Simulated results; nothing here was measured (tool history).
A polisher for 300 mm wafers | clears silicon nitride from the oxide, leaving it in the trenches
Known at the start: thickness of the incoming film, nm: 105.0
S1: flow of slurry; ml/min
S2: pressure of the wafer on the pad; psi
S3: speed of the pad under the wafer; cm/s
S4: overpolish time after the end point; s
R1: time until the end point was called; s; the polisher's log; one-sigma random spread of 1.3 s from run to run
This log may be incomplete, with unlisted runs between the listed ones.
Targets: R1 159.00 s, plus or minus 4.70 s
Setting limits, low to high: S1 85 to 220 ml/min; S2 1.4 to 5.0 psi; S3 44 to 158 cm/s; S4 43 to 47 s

run	hour	S1	S2	S3	S4	R1
1	0.0	140	3.2	100	43	115.13
2	7.6	135	3.1	100	43	118.96
3	15.3	135	3.0	100	43	123.94
4	23.4	135	3.0	112	43	113.96
5	27.6	110	3.0	112	43	118.60
6	35.3	110	3.0	92	43	137.40
7	42.9	110	2.9	92	43	143.89
8	49.7	100	2.8	92	43	151.58

Below are 5 possible settings for the next run. Only one of them brings all results inside the allowed miss of their targets. Which is it?
A	56.5	115	2.3	122	43	?
B	56.5	110	2.5	110	47	?
C	56.5	105	3.0	74	47	?
D	56.5	185	2.6	84	43	?
E	56.5	110	2.6	106	45	?

move	R1
A	141.42
B	142.69
C	159.81
D	149.86
E	141.20
A: further off than the last run
B: further off than the last run
C: hits every target within its allowed miss
D: further off than the last run
E: further off than the last run
Answer: C

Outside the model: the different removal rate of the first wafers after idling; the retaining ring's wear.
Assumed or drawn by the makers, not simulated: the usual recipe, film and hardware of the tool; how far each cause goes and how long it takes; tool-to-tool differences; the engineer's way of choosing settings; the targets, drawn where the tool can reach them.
